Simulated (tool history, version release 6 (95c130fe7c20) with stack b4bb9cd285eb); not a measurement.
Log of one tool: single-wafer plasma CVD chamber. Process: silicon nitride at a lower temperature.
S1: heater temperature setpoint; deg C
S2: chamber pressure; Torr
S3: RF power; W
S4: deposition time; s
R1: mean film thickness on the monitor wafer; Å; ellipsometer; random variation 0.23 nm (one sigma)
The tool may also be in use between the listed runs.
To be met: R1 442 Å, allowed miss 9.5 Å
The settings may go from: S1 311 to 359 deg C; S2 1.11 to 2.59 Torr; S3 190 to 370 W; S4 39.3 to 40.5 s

Run 1, hour 0: S1 335 deg C, S2 1.85 Torr, S3 280 W, S4 39.3 s. Result: R1 516.33 Å.
Run 2, hour 2.9: S1 335 deg C, S2 1.85 Torr, S3 280 W, S4 39.3 s. Result: R1 521.15 Å.
Run 3, hour 5.8: S1 335 deg C, S2 1.67 Torr, S3 270 W, S4 39.3 s. Result: R1 499.37 Å.
Run 4, hour 14.7: S1 335 deg C, S2 1.67 Torr, S3 300 W, S4 39.3 s. Result: R1 534.65 Å.
Run 5, hour 18.5: S1 335 deg C, S2 1.79 Torr, S3 300 W, S4 39.3 s. Result: R1 548.06 Å.
Run 6, hour 19.7: S1 335 deg C, S2 1.63 Torr, S3 280 W, S4 39.3 s. Result: R1 508.81 Å.
Run 7, hour 24.1: S1 335 deg C, S2 1.53 Torr, S3 265 W, S4 39.3 s. Result: R1 486.66 Å.
Run 8, hour 32.4: S1 335 deg C, S2 1.53 Torr, S3 265 W, S4 39.3 s. Result: R1 479.31 Å.
Run 9, hour 38.1: S1 335 deg C, S2 1.18 Torr, S3 245 W, S4 39.3 s. Result: R1 431.86 Å.

Which of these 4 next moves meets every target?
Run A, hour 43.8: S1 340 deg C, S2 1.11 Torr, S3 245 W, S4 39.3 s. Result: R1 ?.
Run B, hour 43.8: S1 340 deg C, S2 1.11 Torr, S3 235 W, S4 39.3 s. Result: R1 ?.
Run C, hour 43.8: S1 340 deg C, S2 1.32 Torr, S3 250 W, S4 39.3 s. Result: R1 ?.
Run D, hour 43.8: S1 335 deg C, S2 1.11 Torr, S3 240 W, S4 39.3 s. Result: R1 ?.

move      R1
   A  427.32
   B  413.22
   C  447.62
   D  421.18
A: further off than the last run
B: further off than the last run
C: meets every target
D: further off than the last run
Answer: C
